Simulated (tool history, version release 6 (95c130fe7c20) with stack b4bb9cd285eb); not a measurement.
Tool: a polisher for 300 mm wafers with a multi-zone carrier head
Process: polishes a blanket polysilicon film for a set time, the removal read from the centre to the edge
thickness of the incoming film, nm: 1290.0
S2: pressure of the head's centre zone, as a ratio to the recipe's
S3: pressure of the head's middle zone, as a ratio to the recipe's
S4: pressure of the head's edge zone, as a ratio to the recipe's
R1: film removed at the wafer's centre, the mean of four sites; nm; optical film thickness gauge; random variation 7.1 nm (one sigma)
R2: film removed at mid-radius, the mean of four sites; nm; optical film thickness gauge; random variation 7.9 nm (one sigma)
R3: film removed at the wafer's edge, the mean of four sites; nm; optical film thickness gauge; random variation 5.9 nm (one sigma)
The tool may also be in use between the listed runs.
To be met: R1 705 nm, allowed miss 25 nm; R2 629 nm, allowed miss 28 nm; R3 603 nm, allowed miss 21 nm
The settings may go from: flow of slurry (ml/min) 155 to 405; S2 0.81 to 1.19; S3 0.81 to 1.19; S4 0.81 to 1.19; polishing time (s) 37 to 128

{"run": 1, "hour": 0.0, "flow of slurry (ml/min)": 260, "S2": 1, "S3": 1, "S4": 1, "polishing time (s)": 82, "R1": 433.77, "R2": 436.42, "R3": 422.77}
{"run": 2, "hour": 4.7, "flow of slurry (ml/min)": 260, "S2": 0.93, "S3": 1, "S4": 1, "polishing time (s)": 82, "R1": 413.01, "R2": 425.46, "R3": 421.98}
{"run": 3, "hour": 7.5, "flow of slurry (ml/min)": 260, "S2": 0.93, "S3": 1, "S4": 1.03, "polishing time (s)": 82, "R1": 408.59, "R2": 426.38, "R3": 430.36}
{"run": 4, "hour": 12.8, "flow of slurry (ml/min)": 260, "S2": 0.93, "S3": 1, "S4": 0.97, "polishing time (s)": 82, "R1": 413.08, "R2": 415.31, "R3": 420.07}
{"run": 5, "hour": 16.3, "flow of slurry (ml/min)": 260, "S2": 0.93, "S3": 1, "S4": 1.05, "polishing time (s)": 82, "R1": 414.27, "R2": 429.44, "R3": 436.86}
{"run": 6, "hour": 22.7, "flow of slurry (ml/min)": 260, "S2": 0.86, "S3": 1, "S4": 1.05, "polishing time (s)": 82, "R1": 385.86, "R2": 428.95, "R3": 426.41}
{"run": 7, "hour": 30.3, "flow of slurry (ml/min)": 270, "S2": 0.9, "S3": 1.01, "S4": 1.04, "polishing time (s)": 85, "R1": 423.09, "R2": 451.55, "R3": 449.65}
{"hour": 35.8, "done": "slurry nozzle cleaned"}
{"run": 8, "hour": 35.8, "flow of slurry (ml/min)": 280, "S2": 0.93, "S3": 1.01, "S4": 1.05, "polishing time (s)": 87, "R1": 462.76, "R2": 483.35, "R3": 480.86}
{"run": 9, "hour": 43.8, "flow of slurry (ml/min)": 295, "S2": 0.96, "S3": 1.01, "S4": 1.05, "polishing time (s)": 87, "R1": 481.86, "R2": 484, "R3": 475.4}
{"run": 10, "hour": 51.5, "flow of slurry (ml/min)": 300, "S2": 0.98, "S3": 1.01, "S4": 1.06, "polishing time (s)": 89, "R1": 494.61, "R2": 497.67, "R3": 498.09}

Which of these 5 next moves meets every target?
{"run": "A", "hour": 59.2, "flow of slurry (ml/min)": 330, "S2": 1.12, "S3": 1.02, "S4": 0.99, "polishing time (s)": 111, "R1": "?", "R2": "?", "R3": "?"}
{"run": "B", "hour": 59.2, "flow of slurry (ml/min)": 360, "S2": 0.86, "S3": 1.01, "S4": 1.04, "polishing time (s)": 79, "R1": "?", "R2": "?", "R3": "?"}
{"run": "C", "hour": 59.2, "flow of slurry (ml/min)": 400, "S2": 1.06, "S3": 1.19, "S4": 0.96, "polishing time (s)": 107, "R1": "?", "R2": "?", "R3": "?"}
{"run": "D", "hour": 59.2, "flow of slurry (ml/min)": 350, "S2": 1, "S3": 1.19, "S4": 1.04, "polishing time (s)": 109, "R1": "?", "R2": "?", "R3": "?"}
{"run": "E", "hour": 59.2, "flow of slurry (ml/min)": 310, "S2": 1.05, "S3": 1.05, "S4": 1.04, "polishing time (s)": 109, "R1": "?", "R2": "?", "R3": "?"}

move=A R1=708.4 R2=621.28 R3=590.56
move=B R1=406.2 R2=442.06 R3=432.49
move=C R1=662.81 R2=693.83 R3=566.4
move=D R1=635.38 R2=699.87 R3=594.29
move=E R1=654.33 R2=622.1 R3=590.81
A: meets every target
B: further off than the last run
C: nearer than the last run, and not there yet
D: nearer than the last run, and not there yet
E: nearer than the last run, and not there yet
Move A is the one to make.

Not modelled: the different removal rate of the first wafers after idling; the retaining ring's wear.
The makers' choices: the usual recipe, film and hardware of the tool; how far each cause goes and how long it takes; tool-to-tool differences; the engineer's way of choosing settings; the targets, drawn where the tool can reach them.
